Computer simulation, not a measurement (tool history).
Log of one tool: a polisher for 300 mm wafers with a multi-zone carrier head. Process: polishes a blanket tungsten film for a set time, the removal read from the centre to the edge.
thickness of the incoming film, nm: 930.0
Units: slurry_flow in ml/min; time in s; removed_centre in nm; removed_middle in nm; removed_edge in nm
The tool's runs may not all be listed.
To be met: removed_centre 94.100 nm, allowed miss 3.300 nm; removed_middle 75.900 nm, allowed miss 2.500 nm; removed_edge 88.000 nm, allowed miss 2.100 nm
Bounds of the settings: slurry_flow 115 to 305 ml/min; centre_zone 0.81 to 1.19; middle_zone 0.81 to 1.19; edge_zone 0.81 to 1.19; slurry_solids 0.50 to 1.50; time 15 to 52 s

{"run": 1, "hour": 0.0, "slurry_flow": 195, "centre_zone": 1.0, "middle_zone": 1.0, "edge_zone": 1.0, "slurry_solids": 1.0, "time": 33, "removed_centre": 169.47, "removed_middle": 169.26, "removed_edge": 166.97}
{"run": 2, "hour": 6.9, "slurry_flow": 215, "centre_zone": 1.0, "middle_zone": 1.0, "edge_zone": 1.0, "slurry_solids": 1.0, "time": 33, "removed_centre": 169.11, "removed_middle": 168.16, "removed_edge": 166.14}
{"run": 3, "hour": 15.6, "slurry_flow": 215, "centre_zone": 1.01, "middle_zone": 0.96, "edge_zone": 1.0, "slurry_solids": 0.9, "time": 29, "removed_centre": 146.68, "removed_middle": 143.43, "removed_edge": 143.03}
{"run": 4, "hour": 20.3, "slurry_flow": 200, "centre_zone": 1.04, "middle_zone": 0.92, "edge_zone": 1.04, "slurry_solids": 0.8, "time": 26, "removed_centre": 131.29, "removed_middle": 118.82, "removed_edge": 127.45}
{"run": 5, "hour": 22.9, "slurry_flow": 200, "centre_zone": 0.97, "middle_zone": 0.92, "edge_zone": 1.04, "slurry_solids": 0.8, "time": 26, "removed_centre": 121.96, "removed_middle": 118.56, "removed_edge": 127.39}
{"run": 6, "hour": 27.3, "slurry_flow": 200, "centre_zone": 0.97, "middle_zone": 0.92, "edge_zone": 1.04, "slurry_solids": 0.7, "time": 26, "removed_centre": 118.93, "removed_middle": 114.23, "removed_edge": 123.71}
{"run": 7, "hour": 28.5, "slurry_flow": 185, "centre_zone": 0.99, "middle_zone": 0.89, "edge_zone": 1.03, "slurry_solids": 0.65, "time": 24, "removed_centre": 107.62, "removed_middle": 99.031, "removed_edge": 111.7}
{"run": 8, "hour": 29.5, "slurry_flow": 175, "centre_zone": 1.01, "middle_zone": 0.87, "edge_zone": 0.98, "slurry_solids": 0.6, "time": 24, "removed_centre": 107.91, "removed_middle": 96.563, "removed_edge": 106.68}
{"run": 9, "hour": 33.5, "slurry_flow": 140, "centre_zone": 1.07, "middle_zone": 0.81, "edge_zone": 0.97, "slurry_solids": 0.5, "time": 18, "removed_centre": 79.395, "removed_middle": 62.724, "removed_edge": 74.99}
{"run": 10, "hour": 40.8, "slurry_flow": 165, "centre_zone": 1.07, "middle_zone": 0.81, "edge_zone": 0.98, "slurry_solids": 0.5, "time": 18, "removed_centre": 82.974, "removed_middle": 66.273, "removed_edge": 77.589}
{"run": 11, "hour": 42.4, "slurry_flow": 180, "centre_zone": 1.07, "middle_zone": 0.81, "edge_zone": 1.0, "slurry_solids": 0.5, "time": 18, "removed_centre": 83.394, "removed_middle": 67.572, "removed_edge": 78.018}
{"run": 12, "hour": 46.8, "slurry_flow": 190, "centre_zone": 1.08, "middle_zone": 0.81, "edge_zone": 1.03, "slurry_solids": 0.55, "time": 18, "removed_centre": 86.703, "removed_middle": 68.553, "removed_edge": 81.044}
{"run": 13, "hour": 49.5, "slurry_flow": 205, "centre_zone": 1.08, "middle_zone": 0.81, "edge_zone": 1.04, "slurry_solids": 0.55, "time": 18, "removed_centre": 87.437, "removed_middle": 69.429, "removed_edge": 81.445}
{"run": 14, "hour": 50.8, "slurry_flow": 215, "centre_zone": 1.08, "middle_zone": 0.81, "edge_zone": 1.06, "slurry_solids": 0.55, "time": 18, "removed_centre": 87.494, "removed_middle": 70.189, "removed_edge": 84.114}
{"run": 15, "hour": 56.8, "slurry_flow": 270, "centre_zone": 1.12, "middle_zone": 0.85, "edge_zone": 1.06, "slurry_solids": 0.55, "time": 18, "removed_centre": 94.309, "removed_middle": 74.549, "removed_edge": 85.642}

4 next moves are on the table. One of them brings every result within its allowed miss. Which?
{"run": "A", "hour": 62.8, "slurry_flow": 275, "centre_zone": 1.11, "middle_zone": 0.87, "edge_zone": 1.06, "slurry_solids": 0.5, "time": 18, "removed_centre": "?", "removed_middle": "?", "removed_edge": "?"}
{"run": "B", "hour": 62.8, "slurry_flow": 265, "centre_zone": 1.08, "middle_zone": 0.84, "edge_zone": 1.07, "slurry_solids": 0.5, "time": 19, "removed_centre": "?", "removed_middle": "?", "removed_edge": "?"}
{"run": "C", "hour": 62.8, "slurry_flow": 230, "centre_zone": 1.15, "middle_zone": 0.85, "edge_zone": 1.05, "slurry_solids": 0.55, "time": 18, "removed_centre": "?", "removed_middle": "?", "removed_edge": "?"}
{"run": "D", "hour": 62.8, "slurry_flow": 285, "centre_zone": 1.18, "middle_zone": 0.89, "edge_zone": 0.99, "slurry_solids": 0.5, "time": 18, "removed_centre": "?", "removed_middle": "?", "removed_edge": "?"}

move=A removed_centre=92.507 removed_middle=74.152 removed_edge=82.610
move=B removed_centre=94.534 removed_middle=75.874 removed_edge=87.269
move=C removed_centre=95.131 removed_middle=72.445 removed_edge=82.352
move=D removed_centre=98.814 removed_middle=75.743 removed_edge=80.757
A: further off than the last run
B: meets every target
C: further off than the last run
D: further off than the last run
The right move is B.
